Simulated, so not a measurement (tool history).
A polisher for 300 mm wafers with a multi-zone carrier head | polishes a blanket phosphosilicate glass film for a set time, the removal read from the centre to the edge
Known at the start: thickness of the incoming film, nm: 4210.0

run  hour  flow of slurry (ml/min)  pressure of the head's centre zone  pressure of the head's middle zone  pressure of the head's edge zone  abrasive content of the slurry  polishing time (s)  film removed at the wafer's centre (nm)  film removed at mid-radius (nm)  film removed at the wafer's edge (nm)
  1   0.0                      155                                1.00                                1.00                              1.00                            1.00                  65                                   336.10                           336.75                                 338.71
  2   0.8                      155                                1.00                                1.00                              0.96                            1.00                  65                                   340.95                           337.62                                 329.50
  3   4.9                      155                                1.05                                1.00                              0.96                            1.00                  65                                   364.82                           341.57                                 330.31
  4  12.7                      155                                1.05                                1.00                              0.96                            1.20                  65                                   399.75                           371.81                                 358.69
  5  17.1                      155                                1.05                                1.00                              0.96                            1.20                  75                                   449.13                           420.88                                 417.35
  6  19.7                      150                                1.05                                0.98                              0.95                            1.10                  73                                   416.65                           388.54                                 376.69
  7  21.2                      150                                1.06                                0.96                              0.96                            1.00                  71                                   388.72                           360.50                                 352.92
  8  28.8                      150                                1.07                                0.94                              0.97                            0.95                  68                                   364.64                           328.33                                 328.03
  9  32.2                      150                                1.08                                0.92                              0.97                            0.90                  67                                   362.06                           308.00                                 320.15

Forecast run 10:
 10  35.9                      145                                1.08                                0.91                              0.95                            0.85                  66                                        ?                                ?                                      ?

{"run 10": {"film removed at the wafer's centre (nm)": 341.23, "film removed at mid-radius (nm)": 294.39, "film removed at the wafer's edge (nm)": 306.02}}
